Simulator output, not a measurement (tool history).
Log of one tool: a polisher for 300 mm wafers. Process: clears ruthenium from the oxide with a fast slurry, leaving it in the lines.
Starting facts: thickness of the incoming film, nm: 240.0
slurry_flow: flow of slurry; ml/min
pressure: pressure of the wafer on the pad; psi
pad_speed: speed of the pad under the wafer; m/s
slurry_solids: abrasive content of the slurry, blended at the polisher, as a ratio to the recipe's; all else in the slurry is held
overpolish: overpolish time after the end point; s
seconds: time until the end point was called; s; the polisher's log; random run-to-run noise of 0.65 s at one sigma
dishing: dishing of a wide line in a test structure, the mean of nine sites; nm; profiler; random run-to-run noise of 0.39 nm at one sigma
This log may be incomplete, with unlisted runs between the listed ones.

Run 1, hour 0.0: slurry_flow 135 ml/min, pressure 3.0 psi, pad_speed 1.02 m/s, slurry_solids 1.00, overpolish 11 s. Result: seconds 45.826 s, dishing 40.543 nm.
Run 2, hour 3.2: slurry_flow 135 ml/min, pressure 3.0 psi, pad_speed 1.02 m/s, slurry_solids 1.15, overpolish 11 s. Result: seconds 43.576 s, dishing 43.846 nm.
Run 3, hour 7.2: slurry_flow 135 ml/min, pressure 3.0 psi, pad_speed 1.02 m/s, slurry_solids 0.95, overpolish 11 s. Result: seconds 47.312 s, dishing 40.090 nm.
Run 4, hour 13.4: slurry_flow 135 ml/min, pressure 3.0 psi, pad_speed 0.80 m/s, slurry_solids 0.95, overpolish 11 s. Result: seconds 59.902 s, dishing 31.307 nm.
Run 5, hour 16.6: slurry_flow 135 ml/min, pressure 3.5 psi, pad_speed 0.80 m/s, slurry_solids 0.95, overpolish 11 s. Result: seconds 52.384 s, dishing 37.315 nm.
Run 6, hour 22.7: slurry_flow 135 ml/min, pressure 3.5 psi, pad_speed 0.54 m/s, slurry_solids 0.95, overpolish 11 s. Result: seconds 76.908 s, dishing 25.765 nm.
Run 7, hour 23.6: slurry_flow 165 ml/min, pressure 4.0 psi, pad_speed 0.54 m/s, slurry_solids 0.95, overpolish 5 s. Result: seconds 66.072 s, dishing 13.831 nm.

Expected results for the next run?
Run 8, hour 24.2: slurry_flow 160 ml/min, pressure 4.0 psi, pad_speed 0.54 m/s, slurry_solids 0.95, overpolish 5 s. Result: seconds ?, dishing ?.

Logged for run 8: seconds 65.044 s, dishing 13.963 nm.
